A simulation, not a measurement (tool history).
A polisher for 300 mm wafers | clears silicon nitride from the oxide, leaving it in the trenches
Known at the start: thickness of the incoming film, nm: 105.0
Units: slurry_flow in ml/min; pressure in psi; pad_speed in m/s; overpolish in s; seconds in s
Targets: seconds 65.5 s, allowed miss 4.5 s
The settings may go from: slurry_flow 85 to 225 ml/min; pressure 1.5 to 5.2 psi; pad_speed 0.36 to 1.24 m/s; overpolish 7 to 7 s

run	day	slurry_flow	pressure	pad_speed	overpolish	seconds
1	0	145	3.3	0.8	7	104.72
2	0.296	145	3.7	0.82	7	95.085
3	0.354	170	3.7	0.82	7	91.455
4	0.475	170	4	0.84	7	83.268
5	0.554	190	4	0.84	7	81.411
6	0.762	190	4.2	0.84	7	77.151
7	0.788	190	4.3	0.84	7	74.862
8	0.854	190	4.4	0.84	7	74.719
9	0.879	190	4.5	0.84	7	72.703
10	0.925	190	4.6	0.84	7	69.652
11	1.183	190	4.6	0.84	7	72.281

Which of these 4 next moves meets every target?
A	1.442	190	4.9	0.84	7	?
B	1.442	165	2.5	1.24	7	?
C	1.442	195	4.2	0.78	7	?
D	1.442	190	4.4	0.7	7	?

move	seconds
A	67.854
B	86.404
C	83.643
D	89.357
A: meets every target
B: further off than the last run
C: further off than the last run
D: further off than the last run
Move A is the one to make.
